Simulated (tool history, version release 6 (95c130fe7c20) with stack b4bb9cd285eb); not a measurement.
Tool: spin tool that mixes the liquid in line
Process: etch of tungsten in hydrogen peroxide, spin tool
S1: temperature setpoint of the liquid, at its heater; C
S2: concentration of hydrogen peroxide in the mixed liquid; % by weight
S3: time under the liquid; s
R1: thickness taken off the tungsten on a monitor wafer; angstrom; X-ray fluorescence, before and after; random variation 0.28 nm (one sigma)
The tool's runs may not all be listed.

run	hour	S1	S2	S3	R1
1	0.0	52.0	15.0	50	756.81
2	1.9	53.0	15.0	50	802.71
3	7.4	53.0	13.5	50	761.23
4	8.4	54.0	13.5	50	805.97
5	17.3	54.0	13.5	50	805.68
6	25.5	54.5	13.5	50	832.35

Run 7 comes next. What will it give?
7	34.4	55.0	13.5	50	?

{"run 7": {"R1": 853.76}}
